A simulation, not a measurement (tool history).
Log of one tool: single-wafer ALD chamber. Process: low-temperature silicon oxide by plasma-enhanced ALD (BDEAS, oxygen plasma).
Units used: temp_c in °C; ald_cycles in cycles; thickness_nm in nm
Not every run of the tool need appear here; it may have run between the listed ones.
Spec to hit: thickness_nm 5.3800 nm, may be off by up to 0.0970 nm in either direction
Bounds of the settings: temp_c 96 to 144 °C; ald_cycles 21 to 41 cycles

run,hour,temp_c,ald_cycles,thickness_nm
1,0.0,120,31,4.7736
2,6.7,129,31,4.6964
3,15.4,129,27,4.0885
4,16.4,121,27,4.1510
5,17.0,130,27,4.0643
6,25.4,124,27,4.1178
7,31.2,123,28,4.3060
8,32.3,121,29,4.4467
9,34.5,120,30,4.6141
10,36.7,119,31,4.7906
11,45.2,118,31,4.7785

Which single option among these 5 for the next run brings every result within its allowed miss of target? Just one does.
A,53.7,115,28,?
B,53.7,125,33,?
C,53.7,111,34,?
D,53.7,123,38,?
E,53.7,130,34,?

move,thickness_nm
A,4.3511
B,5.0190
C,5.3284
D,5.8046
E,5.1149
A: its largest miss is bigger than the last run's
B: nearer than the last run, and not there yet
C: all results in spec
D: moves the result that the last run missed by most past its target, out the other side
E: nearer than the last run, and not there yet
C meets every target.

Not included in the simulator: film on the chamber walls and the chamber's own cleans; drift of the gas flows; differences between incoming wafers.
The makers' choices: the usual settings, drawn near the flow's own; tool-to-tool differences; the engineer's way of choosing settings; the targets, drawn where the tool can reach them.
